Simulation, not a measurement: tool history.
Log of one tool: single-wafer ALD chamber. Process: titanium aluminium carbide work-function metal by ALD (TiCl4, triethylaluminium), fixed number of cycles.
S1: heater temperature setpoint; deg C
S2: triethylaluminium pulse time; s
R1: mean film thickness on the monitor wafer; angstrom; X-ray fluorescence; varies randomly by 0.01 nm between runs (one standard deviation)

Run 1, hour 0.0: S1 310 deg C, S2 9.90 s. Result: R1 21.243 angstrom.
Run 2, hour 6.5: S1 304 deg C, S2 9.90 s. Result: R1 20.825 angstrom.
Run 3, hour 9.4: S1 309 deg C, S2 10.46 s. Result: R1 21.212 angstrom.
Run 4, hour 12.8: S1 313 deg C, S2 11.07 s. Result: R1 21.540 angstrom.
Run 5, hour 21.3: S1 313 deg C, S2 8.96 s. Result: R1 21.137 angstrom.
Run 6, hour 27.7: S1 317 deg C, S2 9.82 s. Result: R1 21.643 angstrom.

What will run 7 give?
Run 7, hour 36.2: S1 320 deg C, S2 10.35 s. Result: R1 ?.

R1: 22.056 angstrom
